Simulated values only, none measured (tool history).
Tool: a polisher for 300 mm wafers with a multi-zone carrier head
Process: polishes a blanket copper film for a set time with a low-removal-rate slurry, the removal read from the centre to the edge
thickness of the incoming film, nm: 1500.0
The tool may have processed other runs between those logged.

run	hour	flow of slurry (ml/min)	pressure of the head's centre zone	pressure of the head's middle zone	pressure of the head's edge zone	abrasive content of the slurry	polishing time (s)	film removed at the wafer's centre (angstrom)	film removed at mid-radius (angstrom)	film removed at the wafer's edge (angstrom)
1	0.0	290	1.00	1.00	1.00	1.00	59	2025.5	1968.0	1992.9
2	5.4	290	1.00	1.00	1.00	1.00	46	1561.9	1525.0	1525.0
3	12.4	295	1.01	1.02	1.02	1.05	49	1706.1	1666.4	1623.8
4	17.0	290	1.00	1.02	1.02	1.10	52	1797.2	1814.5	1788.0
5	25.3	290	1.00	1.02	1.02	1.20	52	1823.8	1803.8	1825.0
6	28.3	290	1.00	1.04	1.03	1.25	54	1919.5	1953.1	1909.0
7	36.4	290	1.00	1.05	1.04	1.30	56	2021.0	2026.6	1950.7

Run 8 has not been measured yet. What should we expect?
8	43.0	290	0.99	1.05	1.04	1.30	58	?	?	?

film removed at the wafer's centre (angstrom): 2077.4
film removed at mid-radius (angstrom): 2073.3
film removed at the wafer's edge (angstrom): 2033.8
